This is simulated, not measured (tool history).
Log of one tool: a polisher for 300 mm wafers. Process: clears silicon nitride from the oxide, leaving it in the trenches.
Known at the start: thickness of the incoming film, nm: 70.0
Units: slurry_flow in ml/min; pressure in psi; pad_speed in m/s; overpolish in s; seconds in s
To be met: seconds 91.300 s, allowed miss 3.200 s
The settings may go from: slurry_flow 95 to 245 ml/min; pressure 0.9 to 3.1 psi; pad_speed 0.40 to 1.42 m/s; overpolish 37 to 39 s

| run | day | slurry_flow | pressure | pad_speed | overpolish | seconds |
|---|---|---|---|---|---|---|
| 1 | 0.000 | 155 | 2.0 | 0.90 | 37 | 111.140 |
| 2 | 0.125 | 155 | 2.0 | 0.72 | 37 | 139.450 |
| 3 | 0.275 | 155 | 2.0 | 0.72 | 39 | 138.420 |
| 4 | 0.321 | 155 | 2.0 | 0.50 | 39 | 195.990 |
| 5 | 0.529 | 155 | 2.0 | 0.72 | 39 | 137.730 |
| 6 | 0.762 | 160 | 2.3 | 0.72 | 39 | 117.090 |
| 7 | 1.012 | 170 | 2.4 | 0.72 | 39 | 112.370 |
| 8 | 1.183 | 170 | 2.5 | 0.72 | 39 | 108.790 |
| 9 | 1.458 | 170 | 2.6 | 0.72 | 39 | 102.180 |
| 10 | 1.738 | 170 | 2.7 | 0.72 | 39 | 99.986 |
| 11 | 2.104 | 180 | 2.7 | 0.72 | 39 | 100.270 |
| 12 | 2.396 | 180 | 2.8 | 0.72 | 39 | 95.688 |

4 next moves are on the table. One of them brings every result within its allowed miss. Which?
| A | 2.688 | 195 | 3.0 | 0.70 | 37 | ? |
| B | 2.688 | 185 | 3.0 | 0.64 | 39 | ? |
| C | 2.688 | 170 | 2.6 | 0.78 | 38 | ? |
| D | 2.688 | 155 | 2.9 | 0.68 | 39 | ? |

| move | seconds |
|---|---|
| A | 90.282 |
| B | 99.310 |
| C | 95.949 |
| D | 100.290 |
A: meets every target
B: further off than the last run
C: further off than the last run
D: further off than the last run
Answer: A
